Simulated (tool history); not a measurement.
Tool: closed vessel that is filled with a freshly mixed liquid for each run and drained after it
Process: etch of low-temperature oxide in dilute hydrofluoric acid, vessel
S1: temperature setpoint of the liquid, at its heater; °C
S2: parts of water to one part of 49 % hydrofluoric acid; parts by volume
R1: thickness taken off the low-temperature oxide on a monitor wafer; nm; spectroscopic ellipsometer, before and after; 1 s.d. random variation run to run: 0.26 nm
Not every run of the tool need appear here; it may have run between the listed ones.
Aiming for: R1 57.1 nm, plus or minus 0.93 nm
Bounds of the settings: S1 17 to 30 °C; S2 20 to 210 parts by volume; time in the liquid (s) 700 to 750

Run 1, hour 0: S1 22 °C, S2 115 parts by volume, time in the liquid (s) 700. Result: R1 101.14 nm.
Run 2, hour 1.7: S1 22 °C, S2 115 parts by volume, time in the liquid (s) 700. Result: R1 100.62 nm.
Run 3, hour 6.3: S1 22 °C, S2 115 parts by volume, time in the liquid (s) 700. Result: R1 101.38 nm.
Run 4, hour 12.6: S1 22 °C, S2 115 parts by volume, time in the liquid (s) 700. Result: R1 101.64 nm.
Run 5, hour 16.6: S1 21 °C, S2 125 parts by volume, time in the liquid (s) 700. Result: R1 88.918 nm.
Run 6, hour 20.8: S1 21 °C, S2 95 parts by volume, time in the liquid (s) 700. Result: R1 120.28 nm.
Run 7, hour 30.2: S1 20 °C, S2 105 parts by volume, time in the liquid (s) 700. Result: R1 103.9 nm.
Run 8, hour 36: S1 19.5 °C, S2 115 parts by volume, time in the liquid (s) 700. Result: R1 90.984 nm.
Run 9, hour 40.2: S1 17 °C, S2 155 parts by volume, time in the liquid (s) 700. Result: R1 58.994 nm.

Consider the 5 candidate settings below. Which is the only one whose results all fall within their allowed miss of target?
Run A, hour 44.4: S1 17 °C, S2 155 parts by volume, time in the liquid (s) 740. Result: R1 ?.
Run B, hour 44.4: S1 18 °C, S2 170 parts by volume, time in the liquid (s) 720. Result: R1 ?.
Run C, hour 44.4: S1 18 °C, S2 170 parts by volume, time in the liquid (s) 700. Result: R1 ?.
Run D, hour 44.4: S1 18 °C, S2 160 parts by volume, time in the liquid (s) 705. Result: R1 ?.
Run E, hour 44.4: S1 17 °C, S2 170 parts by volume, time in the liquid (s) 725. Result: R1 ?.

move      R1
   A  62.524
   B  56.928
   C  55.346
   D  59.806
   E  55.057
A: moves away from the targets compared with the last run
B: each result inside its tolerance
C: moves the result that the last run missed by most past its target, out the other side
D: moves away from the targets compared with the last run
E: moves the result that the last run missed by most past its target, out the other side
The right move is B.
